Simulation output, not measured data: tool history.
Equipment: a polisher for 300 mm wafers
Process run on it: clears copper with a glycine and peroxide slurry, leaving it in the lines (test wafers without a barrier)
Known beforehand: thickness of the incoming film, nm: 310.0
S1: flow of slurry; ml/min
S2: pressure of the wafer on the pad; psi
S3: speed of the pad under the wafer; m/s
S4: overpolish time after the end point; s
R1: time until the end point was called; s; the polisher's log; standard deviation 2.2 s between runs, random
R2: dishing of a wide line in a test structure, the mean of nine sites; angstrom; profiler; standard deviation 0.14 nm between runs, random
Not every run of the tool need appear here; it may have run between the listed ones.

run 1 hour=0.0 | S1=185 S2=2.6 S3=0.78 S4=20 | R1=84.666 R2=461.230
run 2 hour=3.9 | S1=165 S2=2.2 S3=0.72 S4=16 | R1=104.580 R2=329.580
run 3 hour=5.8 | S1=200 S2=1.9 S3=0.64 S4=13 | R1=124.590 R2=235.910
run 4 hour=11.6 | S1=225 S2=1.7 S3=0.62 S4=11 | R1=127.490 R2=185.130
run 5 hour=12.4 | S1=225 S2=1.7 S3=0.62 S4=6 | R1=128.690 R2=106.350
run 6 hour=19.6 | S1=225 S2=1.7 S3=0.50 S4=6 | R1=150.810 R2=90.432
run 7 hour=22.8 | S1=215 S2=1.7 S3=0.52 S4=6 | R1=146.380 R2=94.368
run 8 hour=24.6 | S1=215 S2=1.7 S3=0.54 S4=6 | R1=145.370 R2=95.959
run 9 hour=29.2 | S1=215 S2=1.7 S3=0.56 S4=6 | R1=139.050 R2=97.388

Forecast run 10:
run 10 hour=35.1 | S1=215 S2=1.7 S3=0.58 S4=6 | R1=? R2=?

{"run 10": {"R1": 136.72, "R2": 99.177}}

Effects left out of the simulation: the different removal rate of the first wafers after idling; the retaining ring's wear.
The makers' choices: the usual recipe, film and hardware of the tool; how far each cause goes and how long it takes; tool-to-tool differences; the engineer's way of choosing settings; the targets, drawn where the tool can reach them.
